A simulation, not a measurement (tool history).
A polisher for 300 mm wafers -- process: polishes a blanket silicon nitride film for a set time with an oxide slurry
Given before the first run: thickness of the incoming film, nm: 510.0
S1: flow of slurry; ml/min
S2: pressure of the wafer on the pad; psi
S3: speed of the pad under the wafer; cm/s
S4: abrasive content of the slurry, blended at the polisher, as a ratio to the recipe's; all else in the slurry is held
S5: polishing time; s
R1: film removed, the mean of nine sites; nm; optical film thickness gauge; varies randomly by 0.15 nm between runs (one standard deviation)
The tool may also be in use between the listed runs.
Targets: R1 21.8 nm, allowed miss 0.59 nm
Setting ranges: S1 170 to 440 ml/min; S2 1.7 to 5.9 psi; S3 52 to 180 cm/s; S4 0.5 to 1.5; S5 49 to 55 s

run 1 hour=0 | S1=280 S2=3.8 S3=116 S4=1 S5=55 | R1=40.595
run 2 hour=7.9 | S1=280 S2=4.4 S3=116 S4=1 S5=55 | R1=46.943
run 3 hour=12.8 | S1=280 S2=3.8 S3=116 S4=1 S5=55 | R1=40.61
run 4 hour=15.7 | S1=275 S2=3.1 S3=112 S4=1 S5=55 | R1=32.261
run 5 hour=21.3 | S1=275 S2=3.1 S3=112 S4=1.2 S5=55 | R1=34.988
run 6 hour=23.4 | S1=275 S2=2.3 S3=112 S4=1.2 S5=55 | R1=26.279
run 7 hour=24.6 | S1=275 S2=2.3 S3=112 S4=1.2 S5=55 | R1=26.414
run 8 hour=31.7 | S1=275 S2=2.3 S3=112 S4=1.2 S5=55 | R1=26.132
run 9 hour=35.6 | S1=275 S2=2.1 S3=112 S4=1.2 S5=55 | R1=23.934
run 10 hour=39.4 | S1=275 S2=2 S3=112 S4=1.2 S5=55 | R1=23.113
run 11 hour=40.3 | S1=275 S2=2 S3=112 S4=1.2 S5=55 | R1=22.9

Which single option among these 5 for the next run brings every result within its allowed miss of target? Just one does.
run A hour=41.2 | S1=300 S2=1.8 S3=122 S4=1.25 S5=50 | R1=?
run B hour=41.2 | S1=170 S2=2.3 S3=114 S4=1.05 S5=49 | R1=?
run C hour=41.2 | S1=390 S2=2.1 S3=120 S4=1.2 S5=54 | R1=?
run D hour=41.2 | S1=250 S2=1.9 S3=94 S4=1.3 S5=55 | R1=?
run E hour=41.2 | S1=260 S2=2.4 S3=116 S4=1.35 S5=49 | R1=?

move=A R1=20.432
move=B R1=21.781
move=C R1=25.203
move=D R1=19.91
move=E R1=25.909
A: moves the result that the last run missed by most past its target, out the other side
B: all results in spec
C: misses by more than the last run did
D: moves the result that the last run missed by most past its target, out the other side
E: misses by more than the last run did
So the answer is move B, the one that meets all the targets.
